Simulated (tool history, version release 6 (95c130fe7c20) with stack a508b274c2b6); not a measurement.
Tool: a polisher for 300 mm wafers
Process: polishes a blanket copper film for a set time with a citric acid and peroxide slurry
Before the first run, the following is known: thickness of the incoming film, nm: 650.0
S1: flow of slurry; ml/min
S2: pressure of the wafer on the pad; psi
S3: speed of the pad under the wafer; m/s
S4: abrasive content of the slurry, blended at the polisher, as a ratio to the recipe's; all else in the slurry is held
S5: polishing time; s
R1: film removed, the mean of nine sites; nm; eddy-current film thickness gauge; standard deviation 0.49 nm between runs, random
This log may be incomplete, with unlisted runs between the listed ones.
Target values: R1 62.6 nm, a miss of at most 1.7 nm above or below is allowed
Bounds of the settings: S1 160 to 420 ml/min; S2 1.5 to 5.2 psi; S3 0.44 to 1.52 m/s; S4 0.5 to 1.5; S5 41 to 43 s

run  hour   S1   S2    S3    S4  S5      R1
  1     0  270  3.3  0.98     1  41  116.52
  2   4.2  270  4.1  0.98     1  41  147.48
  3    13  265  3.3  0.96     1  41  115.18
  4  15.6  265  3.3  0.96  0.85  41  110.24
  5    20  290  3.3  0.96  0.85  41  110.82
  6    25  290  3.3  0.96  0.85  43  114.64
  7    31  290  2.8  0.94  0.85  43  97.284
  8  35.5  290  2.4  0.92  0.85  43  81.719
  9  37.5  280  1.5  0.92  0.85  43  51.661

Exactly one of the 4 candidate moves below puts every result within its allowed miss. Which one?
  A  39.5  370  1.7   1.1  0.75  43   ?
  B  39.5  390  2.5  0.66  0.85  43   ?
  C  39.5  295    2  0.78   0.9  41   ?
  D  39.5  280  1.6  0.96   0.9  43   ?

move      R1
   A  67.233
   B  62.509
   C  56.522
   D  58.248
A: moves the result that the last run missed by most past its target, out the other side
B: every result within its allowed miss
C: an improvement on the last run, though not all results are within tolerance
D: an improvement on the last run, though not all results are within tolerance
Correct choice: B, which meets every target

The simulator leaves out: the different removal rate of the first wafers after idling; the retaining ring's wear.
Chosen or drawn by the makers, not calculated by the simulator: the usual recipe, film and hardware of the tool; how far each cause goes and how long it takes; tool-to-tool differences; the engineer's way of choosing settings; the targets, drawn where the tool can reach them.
